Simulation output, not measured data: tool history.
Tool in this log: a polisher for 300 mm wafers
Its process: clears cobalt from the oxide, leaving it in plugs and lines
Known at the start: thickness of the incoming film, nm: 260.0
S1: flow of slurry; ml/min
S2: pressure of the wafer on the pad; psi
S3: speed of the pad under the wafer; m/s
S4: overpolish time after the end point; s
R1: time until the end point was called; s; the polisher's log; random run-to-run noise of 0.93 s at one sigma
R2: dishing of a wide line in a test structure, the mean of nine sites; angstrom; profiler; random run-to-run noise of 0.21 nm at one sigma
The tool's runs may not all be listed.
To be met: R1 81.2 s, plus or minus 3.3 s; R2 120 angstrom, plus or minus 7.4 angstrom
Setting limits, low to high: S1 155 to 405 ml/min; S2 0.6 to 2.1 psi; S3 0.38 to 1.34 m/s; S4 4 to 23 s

run	hour	S1	S2	S3	S4	R1	R2
1	0	260	1.3	0.86	12	81.286	284.13
2	1.8	255	1.3	0.86	10	84.31	247.66
3	2.7	230	1.3	0.86	10	81.728	237.21
4	9.6	210	1.3	0.86	8	85.657	201.45
5	15	195	1.3	0.86	7	83.262	179.94
6	18.5	185	1.3	0.86	6	84.136	162.95
7	19.7	175	1.3	0.86	5	85.869	139.3
8	22.3	170	1.3	0.86	5	83.511	134.02
9	29.9	165	1.3	0.86	5	86.471	138.41
10	36.4	235	1.2	0.86	4	89.001	106.3
11	41.8	220	1.4	0.86	4	77.882	119.95
12	47.1	215	1.3	0.86	5	84.152	143.56
13	52.9	255	1.3	0.88	5	79.225	143.93
14	54.2	280	1.3	0.88	5	79.436	148.63
15	59.5	245	1.3	0.88	5	81.077	147.51
16	67.8	250	1.4	0.84	5	77.05	153.84
17	69.8	245	1.3	0.88	5	81.551	146.2
18	72.8	250	1.4	0.84	5	77.873	150.88
19	74.7	245	1.3	0.88	5	81.139	145.13
20	77.7	245	1.3	0.88	5	83.192	145.77
21	81.8	245	1.3	0.88	5	82.596	143.9
22	90	250	1.4	0.82	5	80.101	147.16
23	97.1	240	1.4	0.84	5	79.365	149.63
24	98	235	1.3	0.88	5	80.899	143.02
25	102.2	240	1.3	0.9	5	80.801	146.73
26	110.5	270	1.3	0.86	5	81.363	143.43
27	112.9	270	1.3	0.86	5	81.271	142.39

5 next moves are on the table. One of them brings every result within its allowed miss. Which?
A	115.3	235	1.4	0.82	5	?	?
B	115.3	260	1.3	0.88	6	?	?
C	115.3	270	1.7	0.56	4	?	?
D	115.3	245	1.1	1.18	6	?	?
E	115.3	300	1.1	1	5	?	?

move	R1	R2
A	80.734	151.71
B	82.242	173.65
C	81.554	124.33
D	80.165	177.24
E	87.857	141.33
A: its largest miss is bigger than the last run's
B: its largest miss is bigger than the last run's
C: all results land within tolerance of their targets
D: its largest miss is bigger than the last run's
E: as far off as the last run
C is the move that brings every result within its allowed miss.
